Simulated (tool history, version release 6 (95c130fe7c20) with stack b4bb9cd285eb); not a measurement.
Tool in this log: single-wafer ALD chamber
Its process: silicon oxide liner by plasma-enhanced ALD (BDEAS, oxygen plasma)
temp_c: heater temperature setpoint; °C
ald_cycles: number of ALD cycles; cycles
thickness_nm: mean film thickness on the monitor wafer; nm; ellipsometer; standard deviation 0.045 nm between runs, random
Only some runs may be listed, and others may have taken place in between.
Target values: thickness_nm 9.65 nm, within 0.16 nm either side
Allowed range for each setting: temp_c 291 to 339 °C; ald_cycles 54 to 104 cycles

Run 1, hour 0: temp_c 315 °C, ald_cycles 79 cycles. Result: thickness_nm 8.0001 nm.
Run 2, hour 6: temp_c 315 °C, ald_cycles 81 cycles. Result: thickness_nm 8.2166 nm.
Run 3, hour 8.4: temp_c 321 °C, ald_cycles 81 cycles. Result: thickness_nm 8.1276 nm.
Run 4, hour 9.9: temp_c 321 °C, ald_cycles 76 cycles. Result: thickness_nm 7.6836 nm.
Run 5, hour 10.9: temp_c 321 °C, ald_cycles 78 cycles. Result: thickness_nm 7.7989 nm.
Run 6, hour 14.5: temp_c 329 °C, ald_cycles 78 cycles. Result: thickness_nm 7.7337 nm.
Run 7, hour 16: temp_c 328 °C, ald_cycles 80 cycles. Result: thickness_nm 7.9146 nm.
Run 8, hour 20.7: temp_c 327 °C, ald_cycles 82 cycles. Result: thickness_nm 8.0614 nm.
Run 9, hour 27.7: temp_c 325 °C, ald_cycles 84 cycles. Result: thickness_nm 8.4075 nm.
Run 10, hour 28.5: temp_c 313 °C, ald_cycles 91 cycles. Result: thickness_nm 9.3328 nm.
Run 11, hour 33: temp_c 311 °C, ald_cycles 92 cycles. Result: thickness_nm 9.368 nm.

Consider the 5 candidate settings below. Which is the only one whose results all fall within their allowed miss of target?
Run A, hour 37.5: temp_c 317 °C, ald_cycles 95 cycles. Result: thickness_nm ?.
Run B, hour 37.5: temp_c 315 °C, ald_cycles 99 cycles. Result: thickness_nm ?.
Run C, hour 37.5: temp_c 312 °C, ald_cycles 99 cycles. Result: thickness_nm ?.
Run D, hour 37.5: temp_c 307 °C, ald_cycles 91 cycles. Result: thickness_nm ?.
Run E, hour 37.5: temp_c 303 °C, ald_cycles 87 cycles. Result: thickness_nm ?.

move  thickness_nm
   A        9.6167
   B        10.049
   C        10.089
   D        9.3362
   E        8.9734
A: every result within its allowed miss
B: pushes the last run's worst result past its target
C: pushes the last run's worst result past its target
D: its largest miss is bigger than the last run's
E: its largest miss is bigger than the last run's
Correct choice: A, which meets every target

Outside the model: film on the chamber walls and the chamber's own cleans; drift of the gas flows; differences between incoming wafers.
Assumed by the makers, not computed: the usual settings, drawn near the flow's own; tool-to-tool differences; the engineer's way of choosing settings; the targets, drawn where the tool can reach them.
